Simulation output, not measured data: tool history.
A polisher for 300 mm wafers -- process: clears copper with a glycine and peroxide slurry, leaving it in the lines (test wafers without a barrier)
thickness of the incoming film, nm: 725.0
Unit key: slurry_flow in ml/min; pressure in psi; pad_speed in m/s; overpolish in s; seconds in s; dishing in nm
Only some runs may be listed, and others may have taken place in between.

run 1 day=0 | slurry_flow=175 pressure=3 pad_speed=1.22 overpolish=13 | seconds=113.33 dishing=53.385
run 2 day=0.25 | slurry_flow=170 pressure=2.9 pad_speed=1.22 overpolish=14 | seconds=114.06 dishing=54.061
run 3 day=0.396 | slurry_flow=170 pressure=2.9 pad_speed=1.48 overpolish=14 | seconds=95.699 dishing=62.156
run 4 day=0.554 | slurry_flow=170 pressure=2.9 pad_speed=1.48 overpolish=9 | seconds=97.828 dishing=44.241
run 5 day=0.817 | slurry_flow=170 pressure=2.9 pad_speed=1.72 overpolish=9 | seconds=85.832 dishing=48.869
run 6 day=1.046 | slurry_flow=150 pressure=2.9 pad_speed=1.72 overpolish=9 | seconds=87.861 dishing=47.758
run 7 day=1.258 | slurry_flow=145 pressure=2.6 pad_speed=1.68 overpolish=12 | seconds=100.13 dishing=55.395
run 8 day=1.429 | slurry_flow=140 pressure=2.4 pad_speed=1.7 overpolish=13 | seconds=107.5 dishing=54.418
run 9 day=1.696 | slurry_flow=135 pressure=2.3 pad_speed=1.7 overpolish=14 | seconds=110.16 dishing=55.389
run 10 day=2.042 | slurry_flow=130 pressure=2.2 pad_speed=1.68 overpolish=15 | seconds=118.07 dishing=54.446
run 11 day=2.158 | slurry_flow=125 pressure=2.2 pad_speed=1.66 overpolish=16 | seconds=120.22 dishing=57.956

For run 12, what comes out?
run 12 day=2.312 | slurry_flow=120 pressure=1.9 pad_speed=1.62 overpolish=20 | seconds=? dishing=?

{"run 12": {"seconds": 137.07, "dishing": 60.17}}

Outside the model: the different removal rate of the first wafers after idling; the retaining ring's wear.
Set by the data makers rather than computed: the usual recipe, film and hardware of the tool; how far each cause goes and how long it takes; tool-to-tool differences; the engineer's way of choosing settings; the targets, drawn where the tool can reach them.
